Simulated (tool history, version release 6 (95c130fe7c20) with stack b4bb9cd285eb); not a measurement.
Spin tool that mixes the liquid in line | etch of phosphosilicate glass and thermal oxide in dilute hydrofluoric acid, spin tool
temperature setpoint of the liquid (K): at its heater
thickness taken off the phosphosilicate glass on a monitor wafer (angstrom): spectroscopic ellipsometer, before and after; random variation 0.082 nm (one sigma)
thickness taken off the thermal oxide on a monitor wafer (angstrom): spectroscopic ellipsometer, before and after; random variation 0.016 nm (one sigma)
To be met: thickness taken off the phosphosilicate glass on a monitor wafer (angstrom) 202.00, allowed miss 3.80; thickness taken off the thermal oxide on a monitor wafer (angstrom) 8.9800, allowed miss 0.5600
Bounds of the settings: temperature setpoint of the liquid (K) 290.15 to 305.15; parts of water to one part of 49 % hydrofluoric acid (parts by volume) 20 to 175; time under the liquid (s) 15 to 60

run,hour,temperature setpoint of the liquid (K),parts of water to one part of 49 % hydrofluoric acid (parts by volume),time under the liquid (s),thickness taken off the phosphosilicate glass on a monitor wafer (angstrom),thickness taken off the thermal oxide on a monitor wafer (angstrom)
1,0.0,297.15,95,30,296.59,13.3580
2,5.2,296.15,95,30,285.60,12.7450
3,12.6,295.15,95,30,274.96,12.3110
4,17.0,295.15,65,30,417.77,18.5220
5,25.1,294.65,70,30,380.04,16.7540
# hour 27.7: hydrofluoric acid flow meter replaced
6,27.7,294.15,75,30,378.21,17.2880
7,34.1,294.65,80,30,360.77,15.9260
8,40.1,295.15,85,30,341.73,15.3140
9,45.5,295.65,90,30,331.11,15.1940
10,47.5,295.15,95,30,305.18,13.1430
11,52.2,296.15,100,30,300.78,13.7760
12,53.0,295.15,105,30,271.42,12.0920
13,53.8,295.15,110,30,258.23,11.5080
14,59.8,295.15,115,30,243.76,10.7920
15,61.6,291.15,115,30,208.78,9.1553

4 next moves are on the table. One of them brings every result within its allowed miss. Which?
A,63.4,299.65,125,25,?,?
B,63.4,295.15,95,20,?,?
C,63.4,295.15,130,30,?,?
D,63.4,290.15,105,30,?,?

move,thickness taken off the phosphosilicate glass on a monitor wafer (angstrom),thickness taken off the thermal oxide on a monitor wafer (angstrom)
A,222.23,9.8753
B,203.36,9.0366
C,214.12,9.5148
D,222.07,9.8681
A: further off than the last run
B: meets every target
C: further off than the last run
D: further off than the last run
Answer: B
